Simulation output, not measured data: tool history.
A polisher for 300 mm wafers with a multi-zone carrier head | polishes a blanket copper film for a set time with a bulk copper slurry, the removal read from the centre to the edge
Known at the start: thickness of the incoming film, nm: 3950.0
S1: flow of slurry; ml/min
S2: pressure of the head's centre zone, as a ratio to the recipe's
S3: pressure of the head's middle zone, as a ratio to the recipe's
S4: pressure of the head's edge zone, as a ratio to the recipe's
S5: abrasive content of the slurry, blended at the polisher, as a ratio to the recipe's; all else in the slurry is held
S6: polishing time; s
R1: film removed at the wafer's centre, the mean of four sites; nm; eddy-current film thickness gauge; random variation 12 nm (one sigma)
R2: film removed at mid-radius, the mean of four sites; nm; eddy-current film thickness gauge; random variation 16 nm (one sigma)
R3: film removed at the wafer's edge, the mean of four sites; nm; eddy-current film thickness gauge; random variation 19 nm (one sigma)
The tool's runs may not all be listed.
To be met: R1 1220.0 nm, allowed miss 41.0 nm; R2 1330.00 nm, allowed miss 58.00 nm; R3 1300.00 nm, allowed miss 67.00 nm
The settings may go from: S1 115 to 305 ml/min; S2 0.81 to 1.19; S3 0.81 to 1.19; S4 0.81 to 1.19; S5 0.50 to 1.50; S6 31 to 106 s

run 1 day=0.000 | S1=195 S2=1.00 S3=1.00 S4=1.00 S5=1.00 S6=68 | R1=1093.2 R2=1072.90 R3=1029.70
run 2 day=0.317 | S1=195 S2=1.00 S3=1.00 S4=1.00 S5=1.00 S6=58 | R1=942.2 R2=926.63 R3=902.36
run 3 day=0.512 | S1=195 S2=1.00 S3=1.00 S4=1.04 S5=1.00 S6=58 | R1=934.8 R2=928.56 R3=917.17
run 4 day=0.542 | S1=200 S2=0.99 S3=1.02 S4=1.08 S5=1.15 S6=62 | R1=1022.6 R2=1009.70 R3=1007.80
run 5 day=0.812 | S1=205 S2=0.97 S3=1.04 S4=1.10 S5=1.25 S6=66 | R1=1085.5 R2=1136.30 R3=1159.20
run 6 day=0.950 | S1=220 S2=0.98 S3=1.06 S4=1.11 S5=1.30 S6=66 | R1=1136.8 R2=1185.60 R3=1184.60
run 7 day=1.188 | S1=235 S2=0.98 S3=1.07 S4=1.12 S5=1.35 S6=66 | R1=1150.1 R2=1190.10 R3=1149.70
run 8 day=1.350 | S1=225 S2=0.98 S3=1.08 S4=1.13 S5=1.40 S6=67 | R1=1168.2 R2=1234.30 R3=1190.50
run 9 day=1.508 | S1=225 S2=0.97 S3=1.08 S4=1.14 S5=1.45 S6=68 | R1=1180.4 R2=1267.40 R3=1228.00

Which of these 4 next moves meets every target?
run A day=1.667 | S1=260 S2=1.02 S3=1.11 S4=1.12 S5=1.50 S6=62 | R1=? R2=? R3=?
run B day=1.667 | S1=235 S2=0.98 S3=1.14 S4=1.19 S5=1.20 S6=72 | R1=? R2=? R3=?
run C day=1.667 | S1=165 S2=0.81 S3=0.99 S4=1.16 S5=1.35 S6=81 | R1=? R2=? R3=?
run D day=1.667 | S1=220 S2=0.98 S3=1.19 S4=1.13 S5=1.35 S6=67 | R1=? R2=? R3=?

move=A R1=1176.5 R2=1207.30 R3=1145.30
move=B R1=1226.8 R2=1337.50 R3=1288.10
move=C R1=1097.3 R2=1324.80 R3=1411.10
move=D R1=1162.8 R2=1308.30 R3=1191.40
A: further off than the last run
B: meets every target
C: brings the result that was furthest off to its target, and leaves another outside
D: brings the result that was furthest off to its target, and leaves another outside
Answer: B
